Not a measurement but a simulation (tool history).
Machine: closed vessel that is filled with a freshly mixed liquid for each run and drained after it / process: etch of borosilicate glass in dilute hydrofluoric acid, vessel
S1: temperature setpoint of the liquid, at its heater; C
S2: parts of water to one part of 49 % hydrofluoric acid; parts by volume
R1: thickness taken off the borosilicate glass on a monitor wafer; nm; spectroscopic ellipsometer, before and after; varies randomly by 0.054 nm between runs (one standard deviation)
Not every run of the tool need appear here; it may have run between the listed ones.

Run 1, hour 0: S1 23 C, S2 190 parts by volume, time in the liquid (s) 30. Result: R1 5.7991 nm.
Run 2, hour 7.3: S1 21 C, S2 190 parts by volume, time in the liquid (s) 30. Result: R1 5.3711 nm.
Run 3, hour 16.3: S1 21 C, S2 190 parts by volume, time in the liquid (s) 30. Result: R1 5.2998 nm.
Run 4, hour 17.4: S1 23.5 C, S2 185 parts by volume, time in the liquid (s) 30. Result: R1 6.0866 nm.
At hour 23.8: hydrofluoric acid flow meter replaced.
Run 5, hour 23.8: S1 25.5 C, S2 180 parts by volume, time in the liquid (s) 30. Result: R1 7.3725 nm.
Run 6, hour 24.9: S1 26.5 C, S2 180 parts by volume, time in the liquid (s) 30. Result: R1 7.5738 nm.
Run 7, hour 29: S1 27 C, S2 180 parts by volume, time in the liquid (s) 30. Result: R1 7.8182 nm.
Run 8, hour 31.7: S1 27.5 C, S2 180 parts by volume, time in the liquid (s) 30. Result: R1 7.9135 nm.

Run 9 is up next; what results do you expect?
Run 9, hour 39.7: S1 28 C, S2 180 parts by volume, time in the liquid (s) 30. Result: R1 ?.

Run 9 produced R1 7.9789 nm.
